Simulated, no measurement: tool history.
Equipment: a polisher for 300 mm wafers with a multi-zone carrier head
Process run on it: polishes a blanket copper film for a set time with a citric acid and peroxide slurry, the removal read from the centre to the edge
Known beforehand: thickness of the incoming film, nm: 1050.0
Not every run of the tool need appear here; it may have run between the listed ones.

run  hour  flow of slurry (ml/min)  pressure of the head's centre zone  pressure of the head's middle zone  pressure of the head's edge zone  abrasive content of the slurry  polishing time (s)  film removed at the wafer's centre (angstrom)  film removed at mid-radius (angstrom)  film removed at the wafer's edge (angstrom)
  1     0                      225                                   1                                   1                                 1                               1                  52                                         1832.7                                 1837.8                                       1812.1
  2   4.8                      225                                1.07                                   1                                 1                               1                  52                                         1969.4                                 1841.5                                       1791.2
  3   9.4                      220                                1.06                                0.97                              0.97                            0.85                  49                                         1721.8                                 1601.6                                       1571.1
  4    13                      210                                1.05                                0.93                              0.94                            0.75                  48                                         1621.6                                 1469.2                                       1495.2
  5  14.9                      205                                1.05                                0.92                              0.92                             0.7                  46                                         1524.4                                 1375.6                                       1392.4
  6  23.6                      205                                 1.1                                0.92                              0.92                             0.7                  46                                         1570.8                                 1380.4                                       1377.4
  7  27.7                      200                                1.09                                 0.9                               0.9                            0.65                  45                                         1461.5                                 1298.7                                       1325.2
  8  35.2                      195                                1.09                                0.89                              0.88                             0.6                  45                                         1494.9                                 1251.1                                       1244.8
  9  40.4                      190                                1.06                                0.88                              0.88                             0.6                  45                                         1428.3                                 1223.3                                       1295.6

Expected results for the next run?
 10  41.4                      185                                1.05                                0.89                              0.87                            0.55                  45                                              ?                                      ?                                            ?

{"run 10": {"film removed at the wafer's centre (angstrom)": 1381.7, "film removed at mid-radius (angstrom)": 1217.7, "film removed at the wafer's edge (angstrom)": 1244}}
